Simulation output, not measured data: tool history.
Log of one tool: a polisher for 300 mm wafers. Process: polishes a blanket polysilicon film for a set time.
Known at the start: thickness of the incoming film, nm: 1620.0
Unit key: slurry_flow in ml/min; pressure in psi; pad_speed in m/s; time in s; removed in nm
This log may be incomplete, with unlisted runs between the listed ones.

run,hour,slurry_flow,pressure,pad_speed,time,removed
1,0,165,2.8,1.14,22,190.92
2,5.7,165,2.8,1.14,22,188.85
3,8.9,165,3.1,1.14,22,212.45
4,15.3,165,3.1,1.24,22,227.21
5,16,125,3.1,1.24,22,217.27
6,24,120,2.7,1.24,22,187.65

The next listed run, before its measurement:
7,27.3,115,2.4,1.24,22,?

Run 7 measured removed 164.2 nm.
